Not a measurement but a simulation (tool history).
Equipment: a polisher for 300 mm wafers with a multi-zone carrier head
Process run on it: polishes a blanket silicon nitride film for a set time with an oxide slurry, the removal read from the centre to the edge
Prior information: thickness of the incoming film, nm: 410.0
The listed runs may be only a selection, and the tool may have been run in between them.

run,hour,flow of slurry (ml/min),pressure of the head's centre zone,pressure of the head's middle zone,pressure of the head's edge zone,abrasive content of the slurry,polishing time (s),film removed at the wafer's centre (nm),film removed at mid-radius (nm),film removed at the wafer's edge (nm)
1,0.0,270,1.00,1.00,1.00,1.00,50,27.391,26.492,27.988
2,1.9,270,1.00,1.00,1.00,0.80,50,23.875,23.266,24.913
3,9.0,275,0.98,1.03,1.00,0.80,50,23.478,24.321,24.963
4,14.1,280,0.96,1.04,1.00,0.80,50,22.929,23.839,24.425
5,20.3,280,0.96,1.10,1.00,0.80,50,22.896,25.424,25.065
6,22.8,280,0.96,1.10,1.00,0.80,41,18.637,20.992,20.059
7,25.7,280,0.95,1.12,1.02,0.85,41,19.431,22.082,21.096
8,32.0,280,0.93,1.13,1.04,0.90,41,19.778,22.943,22.247

Predict the results of run 9:
9,39.8,280,0.93,1.13,1.04,0.90,41,?,?,?

film removed at the wafer's centre (nm): 19.681
film removed at mid-radius (nm): 23.142
film removed at the wafer's edge (nm): 22.340
